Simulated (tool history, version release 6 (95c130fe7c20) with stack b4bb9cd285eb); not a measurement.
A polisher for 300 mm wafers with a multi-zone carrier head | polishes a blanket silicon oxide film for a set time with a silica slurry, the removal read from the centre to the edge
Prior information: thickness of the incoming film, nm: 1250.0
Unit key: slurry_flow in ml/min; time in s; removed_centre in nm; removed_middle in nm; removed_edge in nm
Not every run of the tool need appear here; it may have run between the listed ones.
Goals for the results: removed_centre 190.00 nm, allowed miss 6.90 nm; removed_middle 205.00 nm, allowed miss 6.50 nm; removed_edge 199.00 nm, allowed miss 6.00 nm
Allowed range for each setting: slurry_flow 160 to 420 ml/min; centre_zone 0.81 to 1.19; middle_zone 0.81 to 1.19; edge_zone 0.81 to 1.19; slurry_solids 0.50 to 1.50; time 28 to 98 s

run	day	slurry_flow	centre_zone	middle_zone	edge_zone	slurry_solids	time	removed_centre	removed_middle	removed_edge
1	0.000	270	1.00	1.00	1.00	1.00	63	146.14	139.44	142.04
2	0.271	275	1.00	1.02	1.03	1.10	63	154.62	150.45	150.86
3	0.538	275	0.99	1.03	1.05	1.15	63	152.29	153.95	157.31
4	0.583	275	0.95	1.03	1.05	1.15	63	148.72	153.35	157.11
5	0.833	280	0.97	1.05	1.07	1.20	63	150.89	158.49	163.02
6	1.167	285	0.99	1.07	1.08	1.25	63	160.88	167.77	165.39
7	1.292	290	0.99	1.08	1.09	1.30	63	161.11	171.42	171.10
8	1.642	295	1.00	1.09	1.10	1.35	63	170.42	176.30	174.75
9	1.879	310	0.97	1.15	1.18	1.50	66	182.01	201.67	197.99

5 next moves are on the table. One of them brings every result within its allowed miss. Which?
A	2.117	400	0.98	1.12	1.12	1.30	71	?	?	?
B	2.117	295	1.08	0.99	1.19	1.45	70	?	?	?
C	2.117	345	1.06	1.02	1.19	1.45	69	?	?	?
D	2.117	300	0.96	0.99	1.19	1.50	70	?	?	?
E	2.117	310	1.06	0.99	1.19	1.50	69	?	?	?

move	removed_centre	removed_middle	removed_edge
A	187.81	208.17	199.29
B	205.87	188.35	208.46
C	202.89	193.39	207.85
D	187.55	191.40	211.63
E	203.35	189.22	209.15
A: in spec on every target
B: takes the result that was furthest off past its target
C: takes the result that was furthest off past its target
D: gets the furthest-off result to its target, but another result is out of tolerance
E: takes the result that was furthest off past its target
Go with A: it meets all targets.

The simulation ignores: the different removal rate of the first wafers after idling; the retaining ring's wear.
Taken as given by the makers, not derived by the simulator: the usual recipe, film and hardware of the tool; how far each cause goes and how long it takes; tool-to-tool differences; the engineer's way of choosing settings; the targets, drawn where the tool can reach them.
